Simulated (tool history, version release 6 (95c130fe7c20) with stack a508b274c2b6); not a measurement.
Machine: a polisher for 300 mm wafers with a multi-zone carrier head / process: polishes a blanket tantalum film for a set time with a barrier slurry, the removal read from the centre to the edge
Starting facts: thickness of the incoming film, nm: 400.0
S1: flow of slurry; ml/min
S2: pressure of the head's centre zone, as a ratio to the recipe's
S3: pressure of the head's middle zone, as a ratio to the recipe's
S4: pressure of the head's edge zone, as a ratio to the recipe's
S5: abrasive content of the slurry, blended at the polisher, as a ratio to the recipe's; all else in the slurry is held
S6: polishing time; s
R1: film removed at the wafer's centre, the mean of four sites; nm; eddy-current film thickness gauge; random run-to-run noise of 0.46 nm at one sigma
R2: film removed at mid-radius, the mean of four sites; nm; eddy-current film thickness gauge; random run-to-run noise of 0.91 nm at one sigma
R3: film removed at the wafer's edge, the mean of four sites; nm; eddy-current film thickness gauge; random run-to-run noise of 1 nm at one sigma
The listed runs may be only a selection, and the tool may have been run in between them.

run,hour,S1,S2,S3,S4,S5,S6,R1,R2,R3
1,0,175,1,1,1,1,32,55.493,54.865,55.479
2,5.8,175,1,1,1,1,35,61.401,62.585,60.933
3,7.2,175,1,1,1,0.9,35,60.714,61.17,58.746
4,9.4,175,1,1,1.03,0.9,35,60.183,60.069,60.792
5,15.9,175,0.99,1,1.05,0.9,35,59.741,59.76,59.868
6,18.2,170,0.98,1,1.07,1,35,60.497,60.883,61.353
7,19.1,170,0.95,0.99,1.09,1.05,35,59.073,62.572,63.528
8,23.4,170,0.94,0.97,1.1,1.1,35,58.558,61.63,64.695
9,27.2,170,0.94,0.97,1.1,1.1,35,58.594,61.525,64.285
10,33.4,170,0.93,0.96,1.11,1.15,35,59.11,61.473,64.113

Forecast run 11:
11,35.1,165,0.92,0.95,1.12,1.2,35,?,?,?

{"run 11": {"R1": 58.379, "R2": 60.861, "R3": 67.583}}

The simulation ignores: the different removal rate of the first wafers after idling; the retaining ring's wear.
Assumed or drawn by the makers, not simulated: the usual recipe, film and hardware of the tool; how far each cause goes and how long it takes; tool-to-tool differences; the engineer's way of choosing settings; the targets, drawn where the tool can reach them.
